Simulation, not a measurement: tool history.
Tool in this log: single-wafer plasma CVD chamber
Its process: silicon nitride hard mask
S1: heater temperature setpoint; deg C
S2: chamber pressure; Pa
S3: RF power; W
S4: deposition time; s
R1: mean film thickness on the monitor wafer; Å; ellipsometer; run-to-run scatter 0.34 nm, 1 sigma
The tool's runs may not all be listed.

run  hour   S1   S2   S3    S4      R1
  1     0  395  244  365  52.6  672.76
  2   7.7  395  244  365  54.3  700.41
  3  11.5  385  244  365  54.3  700.04
  4    13  385  244  345  54.3  676.65
  5  20.1  385  239  345  54.3  680.39
  6  22.8  385  235  340  54.2  655.65

For run 7, what comes out?
  7  29.3  385  232  340  54.2   ?

R1: 659.33 Å
